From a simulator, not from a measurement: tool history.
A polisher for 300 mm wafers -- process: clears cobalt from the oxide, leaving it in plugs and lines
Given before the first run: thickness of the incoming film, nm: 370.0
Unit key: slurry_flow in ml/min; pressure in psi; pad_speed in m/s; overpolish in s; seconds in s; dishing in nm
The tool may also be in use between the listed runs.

run  hour  slurry_flow  pressure  pad_speed  overpolish  seconds  dishing
  1     0          255       2.1       1.14          10   57.347   42.259
  2   7.8          255       2.1       1.14           9   56.406   39.982
  3  13.2          255       2.1       0.88           9    71.14   33.969
  4  17.7          255       1.7       0.88           9   84.784   29.858
  5  26.3          255       1.7       0.88           8   84.388   27.788
  6  27.1          255       1.7       0.72           8   104.36   24.369
  7  29.5          255       1.8       0.72           8   99.067   25.421

The next listed run, before its measurement:
  8  31.9          255       1.9       0.72           8        ?        ?

{"run 8": {"seconds": 94.567, "dishing": 26.483}}

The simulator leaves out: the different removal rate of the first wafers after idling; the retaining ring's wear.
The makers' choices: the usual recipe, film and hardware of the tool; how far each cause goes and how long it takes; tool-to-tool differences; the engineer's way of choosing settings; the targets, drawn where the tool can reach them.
